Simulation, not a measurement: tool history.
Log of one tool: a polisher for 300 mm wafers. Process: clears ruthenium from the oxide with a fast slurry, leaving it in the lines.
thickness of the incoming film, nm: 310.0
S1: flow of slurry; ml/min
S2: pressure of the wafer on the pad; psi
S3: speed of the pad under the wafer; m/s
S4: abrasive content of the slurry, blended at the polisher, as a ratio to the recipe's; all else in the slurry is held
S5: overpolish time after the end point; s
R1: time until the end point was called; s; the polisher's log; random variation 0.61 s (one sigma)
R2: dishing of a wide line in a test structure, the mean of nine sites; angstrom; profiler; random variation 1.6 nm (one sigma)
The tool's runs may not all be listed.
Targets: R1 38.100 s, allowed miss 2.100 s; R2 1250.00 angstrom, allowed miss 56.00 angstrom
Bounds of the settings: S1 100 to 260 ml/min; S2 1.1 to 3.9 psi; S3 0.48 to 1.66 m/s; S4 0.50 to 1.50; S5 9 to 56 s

Run 1, hour 0.0: S1 165 ml/min, S2 2.5 psi, S3 1.06 m/s, S4 1.00, S5 29 s. Result: R1 75.817 s, R2 746.23 angstrom.
Run 2, hour 5.3: S1 165 ml/min, S2 2.5 psi, S3 1.28 m/s, S4 1.00, S5 29 s. Result: R1 63.504 s, R2 859.51 angstrom.
Run 3, hour 12.3: S1 165 ml/min, S2 2.8 psi, S3 1.30 m/s, S4 1.00, S5 29 s. Result: R1 54.843 s, R2 916.12 angstrom.
Run 4, hour 16.0: S1 165 ml/min, S2 3.0 psi, S3 1.32 m/s, S4 1.00, S5 30 s. Result: R1 52.599 s, R2 977.39 angstrom.
Run 5, hour 16.6: S1 165 ml/min, S2 3.3 psi, S3 1.34 m/s, S4 1.00, S5 31 s. Result: R1 45.647 s, R2 1057.00 angstrom.
Run 6, hour 24.2: S1 165 ml/min, S2 3.4 psi, S3 1.36 m/s, S4 1.00, S5 32 s. Result: R1 44.350 s, R2 1085.00 angstrom.
Run 7, hour 26.5: S1 165 ml/min, S2 3.5 psi, S3 1.38 m/s, S4 1.00, S5 33 s. Result: R1 42.641 s, R2 1123.60 angstrom.
Run 8, hour 30.7: S1 165 ml/min, S2 3.6 psi, S3 1.38 m/s, S4 1.00, S5 34 s. Result: R1 41.292 s, R2 1139.30 angstrom.
Run 9, hour 38.0: S1 165 ml/min, S2 3.7 psi, S3 1.38 m/s, S4 1.00, S5 35 s. Result: R1 39.640 s, R2 1152.90 angstrom.
Run 10, hour 41.5: S1 165 ml/min, S2 3.7 psi, S3 1.40 m/s, S4 1.00, S5 36 s. Result: R1 39.281 s, R2 1172.20 angstrom.

5 next moves are on the table. One of them brings every result within its allowed miss. Which?
Run A, hour 45.0: S1 195 ml/min, S2 3.7 psi, S3 1.48 m/s, S4 0.95, S5 43 s. Result: R1 ?, R2 ?.
Run B, hour 45.0: S1 155 ml/min, S2 3.9 psi, S3 1.44 m/s, S4 0.90, S5 27 s. Result: R1 ?, R2 ?.
Run C, hour 45.0: S1 170 ml/min, S2 3.7 psi, S3 1.42 m/s, S4 0.95, S5 30 s. Result: R1 ?, R2 ?.
Run D, hour 45.0: S1 185 ml/min, S2 3.9 psi, S3 1.52 m/s, S4 0.80, S5 26 s. Result: R1 ?, R2 ?.
Run E, hour 45.0: S1 170 ml/min, S2 3.9 psi, S3 1.48 m/s, S4 1.00, S5 27 s. Result: R1 ?, R2 ?.

move      R1       R2
   A  38.965  1250.90
   B  40.304  1045.20
   C  41.273  1083.90
   D  39.973  1030.90
   E  36.653  1090.00
A: meets every target
B: further off than the last run
C: further off than the last run
D: further off than the last run
E: further off than the last run
Answer: A

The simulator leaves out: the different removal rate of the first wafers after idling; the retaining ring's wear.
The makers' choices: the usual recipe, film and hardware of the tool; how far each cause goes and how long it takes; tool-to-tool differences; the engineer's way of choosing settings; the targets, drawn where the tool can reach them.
